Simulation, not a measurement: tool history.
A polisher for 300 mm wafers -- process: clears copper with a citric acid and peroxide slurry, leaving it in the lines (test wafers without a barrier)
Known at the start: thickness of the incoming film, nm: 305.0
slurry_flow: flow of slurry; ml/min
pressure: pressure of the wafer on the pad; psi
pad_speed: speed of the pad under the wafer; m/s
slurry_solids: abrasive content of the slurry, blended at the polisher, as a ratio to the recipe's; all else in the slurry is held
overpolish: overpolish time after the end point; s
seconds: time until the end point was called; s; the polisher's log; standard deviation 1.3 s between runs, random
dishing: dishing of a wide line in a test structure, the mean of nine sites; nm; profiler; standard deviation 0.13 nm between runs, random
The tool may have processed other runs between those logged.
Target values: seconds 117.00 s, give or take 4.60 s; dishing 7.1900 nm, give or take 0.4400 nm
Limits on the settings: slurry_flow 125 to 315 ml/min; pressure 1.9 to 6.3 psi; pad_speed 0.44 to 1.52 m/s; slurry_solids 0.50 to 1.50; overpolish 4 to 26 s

run	hour	slurry_flow	pressure	pad_speed	slurry_solids	overpolish	seconds	dishing
1	0.0	205	4.1	0.98	1.00	13	106.95	24.0300
2	4.2	205	3.8	1.00	1.00	11	112.01	19.7140
3	7.8	205	3.8	1.00	1.15	11	111.28	19.6490
4	15.8	205	3.3	1.06	1.25	9	110.81	16.7470
5	16.5	205	3.3	1.16	1.25	9	100.18	17.7350
6	18.1	185	2.9	1.18	1.30	8	108.07	15.0510
7	19.3	170	2.6	1.20	1.35	7	110.36	12.6360
8	25.2	160	2.4	1.20	1.40	6	117.15	10.6110
9	29.9	150	2.3	1.22	1.45	5	117.59	9.0330

Exercise: of the 4 proposed moves below, exactly one satisfies all targets within the stated allowed misses. Which move is it?
A	34.6	130	2.2	1.28	1.50	4	?	?
B	34.6	215	1.9	1.20	1.45	5	?	?
C	34.6	150	2.7	1.24	1.50	4	?	?
D	34.6	155	2.6	1.26	1.50	4	?	?

move	seconds	dishing
A	117.04	7.2096
B	127.58	8.2285
C	105.59	7.9758
D	105.82	7.9575
A: all results land within tolerance of their targets
B: closes in on the targets versus the last run, not all within tolerance yet
C: closes in on the targets versus the last run, not all within tolerance yet
D: closes in on the targets versus the last run, not all within tolerance yet
So the answer is move A, the one that meets all the targets.
